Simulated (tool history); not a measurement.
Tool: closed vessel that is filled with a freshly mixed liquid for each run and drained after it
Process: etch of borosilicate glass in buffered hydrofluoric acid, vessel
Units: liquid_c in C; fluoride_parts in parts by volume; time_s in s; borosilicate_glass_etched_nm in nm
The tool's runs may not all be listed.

| run | hour | liquid_c | fluoride_parts | time_s | borosilicate_glass_etched_nm |
|---|---|---|---|---|---|
| 1 | 0.0 | 20.0 | 22.5 | 100 | 45.998 |
| 2 | 9.1 | 22.5 | 22.5 | 100 | 52.742 |
| 3 | 12.3 | 20.5 | 22.5 | 100 | 47.613 |
| 4 | 16.8 | 20.5 | 28.0 | 100 | 40.652 |
| 5 | 25.5 | 23.0 | 28.0 | 100 | 46.739 |
| 6 | 31.5 | 23.0 | 28.0 | 105 | 49.286 |
| 7 | 40.2 | 22.5 | 28.0 | 105 | 47.882 |

Forecast run 8:
| 8 | 41.3 | 19.5 | 28.0 | 105 | ? |

borosilicate_glass_etched_nm: 40.536 nm

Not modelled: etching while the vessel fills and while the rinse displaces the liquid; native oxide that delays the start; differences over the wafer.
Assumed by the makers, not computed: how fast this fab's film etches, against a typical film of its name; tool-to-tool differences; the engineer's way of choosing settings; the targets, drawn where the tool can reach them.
